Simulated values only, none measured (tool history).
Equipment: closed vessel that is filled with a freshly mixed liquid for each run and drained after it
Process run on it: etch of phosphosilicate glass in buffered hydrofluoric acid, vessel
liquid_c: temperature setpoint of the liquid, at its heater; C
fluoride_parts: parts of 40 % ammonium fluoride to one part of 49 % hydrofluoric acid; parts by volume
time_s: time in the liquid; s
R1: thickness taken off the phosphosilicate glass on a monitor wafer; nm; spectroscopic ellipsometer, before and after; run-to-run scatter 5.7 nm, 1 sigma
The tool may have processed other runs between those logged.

run 1 hour=0.0 | liquid_c=23.0 fluoride_parts=12.5 time_s=90 | R1=323.55
run 2 hour=2.0 | liquid_c=23.0 fluoride_parts=14.0 time_s=90 | R1=291.50
run 3 hour=5.9 | liquid_c=25.0 fluoride_parts=12.5 time_s=90 | R1=356.92
run 4 hour=12.0 | liquid_c=25.0 fluoride_parts=9.0 time_s=90 | R1=468.34
run 5 hour=20.8 | liquid_c=25.0 fluoride_parts=11.5 time_s=90 | R1=386.24
run 6 hour=26.2 | liquid_c=25.0 fluoride_parts=11.5 time_s=90 | R1=391.21

Run 7 is up next; what results do you expect?
run 7 hour=32.7 | liquid_c=26.5 fluoride_parts=11.0 time_s=90 | R1=?

{"run 7": {"R1": 440.66}}
